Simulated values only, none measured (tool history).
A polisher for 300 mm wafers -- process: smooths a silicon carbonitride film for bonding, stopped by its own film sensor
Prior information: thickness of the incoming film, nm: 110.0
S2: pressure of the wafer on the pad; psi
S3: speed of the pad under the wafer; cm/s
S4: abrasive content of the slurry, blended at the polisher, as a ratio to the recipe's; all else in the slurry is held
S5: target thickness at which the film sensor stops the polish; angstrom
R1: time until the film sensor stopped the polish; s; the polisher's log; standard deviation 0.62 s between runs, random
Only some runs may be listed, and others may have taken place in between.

run 1 hour=0 | flow_of_slurry_(ml/min)=295 S2=2.3 S3=112 S4=1 S5=910 | R1=73.335
run 2 hour=8.9 | flow_of_slurry_(ml/min)=295 S2=2.3 S3=112 S4=1.15 S5=910 | R1=70.088
run 3 hour=12.7 | flow_of_slurry_(ml/min)=295 S2=2.3 S3=98 S4=1.15 S5=910 | R1=75.829
run 4 hour=13.5 | flow_of_slurry_(ml/min)=295 S2=2.5 S3=98 S4=1.15 S5=910 | R1=72.032
run 5 hour=21.4 | flow_of_slurry_(ml/min)=295 S2=2.6 S3=98 S4=1.15 S5=910 | R1=68.135
run 6 hour=29.6 | flow_of_slurry_(ml/min)=295 S2=2.6 S3=98 S4=1.15 S5=900 | R1=71.464

Estimate the outcome of run 7 from the log above:
run 7 hour=36.9 | flow_of_slurry_(ml/min)=295 S2=2.7 S3=98 S4=1.15 S5=900 | R1=?

{"run 7": {"R1": 71.061}}
